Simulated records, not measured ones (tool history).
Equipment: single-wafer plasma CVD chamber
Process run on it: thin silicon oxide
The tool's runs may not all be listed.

run,day,heater temperature setpoint (deg C),chamber pressure (Torr),RF power (kW),deposition time (s),mean film thickness on the monitor wafer (nm)
1,0.000,400,0.719,0.275,8.4,13.766
2,0.279,396,0.719,0.275,8.4,13.889
3,0.317,396,0.719,0.255,8.4,13.264
4,0.417,396,0.769,0.255,8.4,14.233
5,0.467,396,0.795,0.255,8.4,14.672
6,0.621,396,0.816,0.255,8.4,14.855
7,0.750,396,0.816,0.255,8.4,14.879
8,0.783,396,0.837,0.255,8.4,15.310
9,1.096,396,0.852,0.255,8.4,15.468
10,1.150,396,0.866,0.255,8.4,15.724

Forecast run 11:
11,1.371,396,0.876,0.255,8.4,?

{"run 11": {"mean film thickness on the monitor wafer (nm)": 15.787}}
